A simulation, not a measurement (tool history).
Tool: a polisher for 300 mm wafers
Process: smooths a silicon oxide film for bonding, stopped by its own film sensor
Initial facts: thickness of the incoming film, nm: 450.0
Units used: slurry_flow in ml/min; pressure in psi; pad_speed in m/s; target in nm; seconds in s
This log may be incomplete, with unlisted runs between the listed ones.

{"run": 1, "hour": 0.0, "slurry_flow": 165, "pressure": 1.3, "pad_speed": 1.0, "slurry_solids": 1.0, "target": 403, "seconds": 94.494}
{"run": 2, "hour": 4.7, "slurry_flow": 165, "pressure": 1.1, "pad_speed": 1.0, "slurry_solids": 1.0, "target": 403, "seconds": 109.68}
{"run": 3, "hour": 8.6, "slurry_flow": 205, "pressure": 1.1, "pad_speed": 1.0, "slurry_solids": 1.0, "target": 403, "seconds": 106.91}
{"run": 4, "hour": 14.4, "slurry_flow": 205, "pressure": 1.2, "pad_speed": 1.0, "slurry_solids": 1.0, "target": 403, "seconds": 101.01}
{"run": 5, "hour": 22.5, "slurry_flow": 185, "pressure": 1.2, "pad_speed": 1.0, "slurry_solids": 1.0, "target": 403, "seconds": 101.84}
{"run": 6, "hour": 31.3, "slurry_flow": 145, "pressure": 1.2, "pad_speed": 1.0, "slurry_solids": 1.0, "target": 403, "seconds": 106.01}

What will run 7 give?
{"run": 7, "hour": 36.4, "slurry_flow": 155, "pressure": 1.3, "pad_speed": 1.0, "slurry_solids": 1.0, "target": 403, "seconds": "?"}

seconds: 96.994 s
